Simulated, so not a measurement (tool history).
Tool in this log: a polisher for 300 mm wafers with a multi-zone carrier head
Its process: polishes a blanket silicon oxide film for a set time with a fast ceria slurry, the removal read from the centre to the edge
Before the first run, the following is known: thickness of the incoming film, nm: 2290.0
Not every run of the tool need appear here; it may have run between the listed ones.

run,day,flow of slurry (ml/min),pressure of the head's centre zone,pressure of the head's middle zone,pressure of the head's edge zone,polishing time (s),film removed at the wafer's centre (nm),film removed at mid-radius (nm),film removed at the wafer's edge (nm)
1,0.000,150,1.00,1.00,1.00,32,506.46,482.13,478.37
2,0.021,155,1.00,1.00,1.02,32,507.34,497.00,481.66
3,0.308,160,1.00,0.98,1.04,32,510.78,501.73,498.68
4,0.608,160,1.00,0.91,1.04,32,517.82,461.27,494.48
5,0.750,190,1.00,0.91,1.04,32,534.82,486.33,494.89
6,0.817,190,1.00,0.86,1.04,32,529.86,449.87,503.08
7,0.988,190,1.00,0.86,1.06,32,526.62,459.35,502.95
8,1.329,190,1.00,0.86,1.08,32,528.66,448.63,502.37

What will run 9 give?
9,1.621,190,0.99,0.87,1.09,32,?,?,?

{"run 9": {"film removed at the wafer's centre (nm)": 528.48, "film removed at mid-radius (nm)": 450.86, "film removed at the wafer's edge (nm)": 511.11}}

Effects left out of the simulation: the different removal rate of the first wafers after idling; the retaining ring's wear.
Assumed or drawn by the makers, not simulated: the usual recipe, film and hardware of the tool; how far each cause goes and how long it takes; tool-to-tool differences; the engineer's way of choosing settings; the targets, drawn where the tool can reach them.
